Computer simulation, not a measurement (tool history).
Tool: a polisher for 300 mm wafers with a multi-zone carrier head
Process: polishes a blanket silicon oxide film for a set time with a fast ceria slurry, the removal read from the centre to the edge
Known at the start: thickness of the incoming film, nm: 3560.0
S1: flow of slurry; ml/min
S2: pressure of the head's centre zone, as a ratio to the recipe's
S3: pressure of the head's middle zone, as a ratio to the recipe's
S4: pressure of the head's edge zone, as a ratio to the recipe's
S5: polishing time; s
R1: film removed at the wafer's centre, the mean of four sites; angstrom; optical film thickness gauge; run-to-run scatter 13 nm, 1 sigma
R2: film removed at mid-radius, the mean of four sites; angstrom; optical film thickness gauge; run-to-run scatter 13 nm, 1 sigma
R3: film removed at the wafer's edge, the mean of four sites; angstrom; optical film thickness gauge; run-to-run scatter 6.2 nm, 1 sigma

run	hour	S1	S2	S3	S4	S5	R1	R2	R3
1	0	200	1	1	1	60	11159	10705	10864
2	8.7	200	1	1	1.06	60	11291	11176	11080
3	13.8	195	1	1.01	1.02	56	10136	10218	10142
4	17.8	190	1.02	1.02	0.98	54	9940.4	10058	9599.1
5	19.3	190	1.02	1.02	0.98	59	10859	10823	10529
6	22	190	1.02	1.02	0.92	59	10787	11118	10132
7	22.7	185	1.01	0.98	0.9	57	10587	10059	9713.6

Estimate the outcome of run 8 from the log above:
8	24.3	160	0.92	0.97	0.83	51	?	?	?

Logged for run 8: R1 8524.3 angstrom, R2 8842.7 angstrom, R3 8281 angstrom.
